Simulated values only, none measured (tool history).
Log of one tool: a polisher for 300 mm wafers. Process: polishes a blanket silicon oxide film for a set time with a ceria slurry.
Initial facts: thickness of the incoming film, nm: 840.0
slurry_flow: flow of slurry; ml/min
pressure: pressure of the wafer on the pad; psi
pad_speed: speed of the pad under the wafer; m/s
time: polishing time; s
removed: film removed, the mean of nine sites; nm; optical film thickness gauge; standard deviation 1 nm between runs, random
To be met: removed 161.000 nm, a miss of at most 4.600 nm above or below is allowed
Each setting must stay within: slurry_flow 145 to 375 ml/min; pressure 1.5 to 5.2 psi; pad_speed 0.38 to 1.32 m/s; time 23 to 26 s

run	hour	slurry_flow	pressure	pad_speed	time	removed
1	0.0	240	3.3	0.84	26	121.810
2	4.4	240	3.3	0.84	26	121.090
3	9.9	240	3.3	0.66	26	97.449
4	12.7	240	3.3	0.66	26	97.266
5	13.4	240	3.3	0.66	23	87.266
6	18.7	240	3.6	0.66	23	92.498
7	25.3	240	3.8	0.68	23	102.860
8	26.8	255	4.8	0.68	23	128.400
9	34.0	255	4.9	0.70	23	133.680
10	38.2	255	4.9	0.72	23	137.910
11	45.9	255	5.1	0.76	23	150.030

Below are 5 possible settings for the next run. Only one of them brings all results inside the allowed miss of their targets. Which is it?
A	53.6	260	5.2	0.76	26	?
B	53.6	275	4.8	0.76	23	?
C	53.6	375	5.0	0.78	26	?
D	53.6	240	4.8	0.70	25	?
E	53.6	230	5.0	0.78	25	?

move	removed
A	171.400
B	140.870
C	173.640
D	140.800
E	160.410
A: moves the result that the last run missed by most past its target, out the other side
B: its largest miss is bigger than the last run's
C: moves the result that the last run missed by most past its target, out the other side
D: its largest miss is bigger than the last run's
E: every result within its allowed miss
E is the move that brings every result within its allowed miss.

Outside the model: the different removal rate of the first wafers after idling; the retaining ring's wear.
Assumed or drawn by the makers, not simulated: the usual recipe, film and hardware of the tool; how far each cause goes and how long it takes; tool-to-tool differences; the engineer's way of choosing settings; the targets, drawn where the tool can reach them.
